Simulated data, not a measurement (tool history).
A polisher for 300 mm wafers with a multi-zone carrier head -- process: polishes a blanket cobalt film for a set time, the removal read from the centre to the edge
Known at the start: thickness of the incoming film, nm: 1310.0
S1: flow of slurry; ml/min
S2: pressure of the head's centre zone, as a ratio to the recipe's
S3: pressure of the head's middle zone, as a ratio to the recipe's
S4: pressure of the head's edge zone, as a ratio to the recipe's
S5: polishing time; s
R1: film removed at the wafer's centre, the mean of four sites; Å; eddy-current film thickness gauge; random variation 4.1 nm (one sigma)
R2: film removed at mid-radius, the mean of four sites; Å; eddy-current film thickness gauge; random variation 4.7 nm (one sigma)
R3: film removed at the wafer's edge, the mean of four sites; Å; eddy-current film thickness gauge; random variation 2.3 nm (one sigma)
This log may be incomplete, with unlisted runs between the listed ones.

| run | hour | S1 | S2 | S3 | S4 | S5 | R1 | R2 | R3 |
|---|---|---|---|---|---|---|---|---|---|
| 1 | 0 | 145 | 1 | 1 | 1 | 67 | 3360.8 | 3240.5 | 3275.9 |
| 2 | 9 | 145 | 1 | 1 | 1 | 53 | 2690.9 | 2528 | 2562.9 |
| 3 | 14.2 | 155 | 0.98 | 1.01 | 1.06 | 57 | 2772.3 | 2856.2 | 2857 |
| 4 | 17.3 | 155 | 0.98 | 1.01 | 1.01 | 57 | 2880.5 | 2783.1 | 2804.7 |
| 5 | 18 | 155 | 0.98 | 1.01 | 1.06 | 57 | 2842.2 | 2860.4 | 2855.8 |
| 6 | 23.5 | 155 | 0.98 | 1.01 | 1.06 | 65 | 3159 | 3223.1 | 3232.8 |

For run 7, what comes out?
| 7 | 28 | 170 | 0.97 | 0.99 | 1.1 | 66 | ? | ? | ? |

R1: 3295.7 Å
R2: 3362.3 Å
R3: 3413.3 Å
